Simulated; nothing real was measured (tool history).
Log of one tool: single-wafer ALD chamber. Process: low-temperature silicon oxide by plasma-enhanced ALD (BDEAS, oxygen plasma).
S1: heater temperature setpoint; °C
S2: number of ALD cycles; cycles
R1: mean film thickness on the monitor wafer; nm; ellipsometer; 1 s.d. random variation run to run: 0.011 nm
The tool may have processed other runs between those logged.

run	hour	S1	S2	R1
1	0	110	38	5.478
2	5	110	41	5.8629
3	7	112	39	5.5667
4	14.4	114	38	5.3992
5	21.7	114	42	5.9906
6	23.2	123	42	5.886

Run 7, settings as shown, results not yet in. Your forecast:
7	24.5	128	36	?

Run 7 produced R1 5.0152 nm.

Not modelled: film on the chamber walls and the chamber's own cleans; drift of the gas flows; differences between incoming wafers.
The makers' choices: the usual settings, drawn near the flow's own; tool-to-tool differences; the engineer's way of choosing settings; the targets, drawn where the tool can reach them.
